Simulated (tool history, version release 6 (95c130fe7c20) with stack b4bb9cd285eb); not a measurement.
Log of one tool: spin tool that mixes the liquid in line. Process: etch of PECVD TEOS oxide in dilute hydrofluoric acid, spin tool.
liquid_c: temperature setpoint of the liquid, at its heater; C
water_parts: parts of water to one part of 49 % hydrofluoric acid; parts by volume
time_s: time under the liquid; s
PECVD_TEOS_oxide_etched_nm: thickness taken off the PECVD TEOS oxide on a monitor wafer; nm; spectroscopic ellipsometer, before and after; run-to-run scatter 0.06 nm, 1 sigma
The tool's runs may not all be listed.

run  hour  liquid_c  water_parts  time_s  PECVD_TEOS_oxide_etched_nm
  1   0.0      24.0           80      55                     11.0270
  2   7.8      24.0           70      55                     12.6470
  3  13.6      22.0           75      55                     10.7770
  4  17.7      22.0           75      35                      6.9370
  5  26.2      22.5           75      35                      6.9525
  6  34.2      23.0           75      35                      7.1802
  7  40.2      23.5           75      35                      7.3728

Run 8, settings as shown, results not yet in. Your forecast:
  8  42.1      24.0           75      35                           ?

PECVD_TEOS_oxide_etched_nm: 7.4486 nm
